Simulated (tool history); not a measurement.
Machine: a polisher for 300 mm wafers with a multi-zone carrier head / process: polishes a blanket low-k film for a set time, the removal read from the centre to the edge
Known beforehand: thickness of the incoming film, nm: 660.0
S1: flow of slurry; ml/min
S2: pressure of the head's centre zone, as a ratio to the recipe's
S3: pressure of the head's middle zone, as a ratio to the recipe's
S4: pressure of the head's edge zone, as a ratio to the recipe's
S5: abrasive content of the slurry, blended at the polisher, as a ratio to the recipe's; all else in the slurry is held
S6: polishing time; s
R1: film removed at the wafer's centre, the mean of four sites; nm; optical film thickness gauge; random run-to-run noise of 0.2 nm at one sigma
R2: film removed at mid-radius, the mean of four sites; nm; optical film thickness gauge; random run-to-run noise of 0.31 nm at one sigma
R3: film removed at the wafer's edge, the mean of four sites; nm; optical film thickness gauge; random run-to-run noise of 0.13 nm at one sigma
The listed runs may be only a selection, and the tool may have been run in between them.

run,hour,S1,S2,S3,S4,S5,S6,R1,R2,R3
1,0,210,1,1,1,1,38,19.405,19.108,19.13
2,2.7,210,1,1.03,1,1,38,19.436,19.508,18.967
3,8.9,215,1.01,1.03,1.01,1,38,19.601,19.482,19.073
4,12.3,215,1.01,0.97,1.01,1,38,19.37,18.353,19.296
5,20.4,220,1.02,0.98,1.02,1,38,19.738,19.273,19.164
6,22.1,220,1.02,0.98,0.98,1,38,19.814,18.616,18.829

Estimate the outcome of run 7 from the log above:
7,29.8,220,1.02,0.98,0.98,1,38,?,?,?

R1: 19.772 nm
R2: 18.621 nm
R3: 18.883 nm
